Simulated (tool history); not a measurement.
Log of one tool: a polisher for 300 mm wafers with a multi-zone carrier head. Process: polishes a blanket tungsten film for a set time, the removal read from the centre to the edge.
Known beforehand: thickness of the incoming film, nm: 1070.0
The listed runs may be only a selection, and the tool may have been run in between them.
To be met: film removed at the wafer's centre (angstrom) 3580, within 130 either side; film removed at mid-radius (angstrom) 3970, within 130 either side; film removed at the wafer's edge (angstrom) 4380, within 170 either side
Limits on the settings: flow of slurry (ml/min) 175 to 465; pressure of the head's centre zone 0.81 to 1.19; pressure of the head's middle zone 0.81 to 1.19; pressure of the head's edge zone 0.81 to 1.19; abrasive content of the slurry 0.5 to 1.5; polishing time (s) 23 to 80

run	day	flow of slurry (ml/min)	pressure of the head's centre zone	pressure of the head's middle zone	pressure of the head's edge zone	abrasive content of the slurry	polishing time (s)	film removed at the wafer's centre (angstrom)	film removed at mid-radius (angstrom)	film removed at the wafer's edge (angstrom)
1	0	295	1	1	1	1	51	3372	3317.6	3354.4
2	0.179	295	0.96	1	1.06	1.15	52	3523.4	3500	3665.4
3	0.221	295	0.91	1.01	1.1	1.25	53	3460.6	3673.4	3880.7
4	0.442	300	0.89	1.01	1.13	1.3	53	3397.8	3693.6	4040.4
5	0.471	300	0.89	0.98	1.13	1.3	53	3395.8	3597.6	3965.8
6	0.812	300	0.89	0.98	1.13	1.3	62	3979	4201	4645.8
7	1.025	295	0.87	0.97	1.11	1.3	62	3883.2	4215	4660.6
8	1.375	290	0.86	0.96	1.09	1.25	62	3893	4071.7	4582.6
9	1.525	290	0.84	0.97	1.09	1.2	62	3706.3	4123.3	4450.8

Which one of the following 4 next-run settings gets every result inside its allowed miss? There is exactly one.
A	1.675	355	0.81	1.01	1.08	1.1	65	?	?	?
B	1.675	290	0.84	0.9	1.08	1.25	66	?	?	?
C	1.675	265	0.88	1.01	1.05	1.2	64	?	?	?
D	1.675	410	0.83	0.97	1.12	1.1	60	?	?	?

move	film removed at the wafer's centre (angstrom)	film removed at mid-radius (angstrom)	film removed at the wafer's edge (angstrom)
A	3753.4	4318.2	4664.1
B	3984.6	4041.7	4831.2
C	3961.2	4249.6	4548.5
D	3571.7	3886.2	4417.7
A: misses by more than the last run did
B: puts the biggest miss on target and leaves a different result outside tolerance
C: misses by more than the last run did
D: in spec on every target
Go with D: it meets all targets.

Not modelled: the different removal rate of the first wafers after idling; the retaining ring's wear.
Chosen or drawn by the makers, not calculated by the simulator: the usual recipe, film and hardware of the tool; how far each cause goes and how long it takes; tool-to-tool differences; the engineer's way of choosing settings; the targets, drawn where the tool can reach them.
